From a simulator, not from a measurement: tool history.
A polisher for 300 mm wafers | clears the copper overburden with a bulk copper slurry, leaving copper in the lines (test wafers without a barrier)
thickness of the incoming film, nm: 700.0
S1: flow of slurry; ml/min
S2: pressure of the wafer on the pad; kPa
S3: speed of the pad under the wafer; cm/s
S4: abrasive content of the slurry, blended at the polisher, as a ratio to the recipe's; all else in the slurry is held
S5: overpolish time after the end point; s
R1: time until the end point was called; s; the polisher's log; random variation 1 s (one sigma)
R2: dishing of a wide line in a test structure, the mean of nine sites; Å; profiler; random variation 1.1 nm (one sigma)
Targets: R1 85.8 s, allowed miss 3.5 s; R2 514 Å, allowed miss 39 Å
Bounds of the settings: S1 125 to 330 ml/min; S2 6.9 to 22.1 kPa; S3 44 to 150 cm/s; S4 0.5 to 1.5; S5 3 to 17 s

| run | day | S1 | S2 | S3 | S4 | S5 | R1 | R2 |
|---|---|---|---|---|---|---|---|---|
| 1 | 0 | 210 | 14.5 | 96 | 1 | 9 | 132.6 | 265.31 |
| 2 | 0.175 | 210 | 14.5 | 96 | 0.9 | 9 | 138.2 | 268.01 |
| 3 | 0.408 | 210 | 15.9 | 96 | 0.9 | 9 | 125.33 | 288.88 |
| 4 | 0.438 | 210 | 16.5 | 96 | 0.9 | 9 | 119.44 | 288.32 |
| 5 | 0.483 | 210 | 14.5 | 96 | 0.9 | 9 | 139.2 | 265.5 |
| 6 | 0.542 | 210 | 14.5 | 116 | 0.9 | 9 | 112.35 | 308.03 |
| 7 | 0.796 | 215 | 18.6 | 116 | 0.9 | 13 | 88.676 | 460.26 |
|  | 0.929 | slurry blender recalibrated |
| 8 | 0.929 | 215 | 19.3 | 116 | 0.9 | 14 | 81.223 | 516.21 |

Which of these 5 next moves meets every target?
| A | 1.062 | 190 | 22.1 | 118 | 0.8 | 13 | ? | ? |
| B | 1.062 | 235 | 18.6 | 126 | 0.85 | 13 | ? | ? |
| C | 1.062 | 230 | 18.6 | 120 | 1 | 14 | ? | ? |
| D | 1.062 | 230 | 19.3 | 106 | 1 | 15 | ? | ? |
| E | 1.062 | 225 | 22.1 | 108 | 0.85 | 14 | ? | ? |

| move | R1 | R2 |
|---|---|---|
| A | 73.451 | 528.46 |
| B | 78.296 | 501.14 |
| C | 79.494 | 517.22 |
| D | 86.576 | 514.92 |
| E | 77.435 | 534.5 |
A: further off than the last run
B: further off than the last run
C: further off than the last run
D: meets every target
E: further off than the last run
The right move is D.
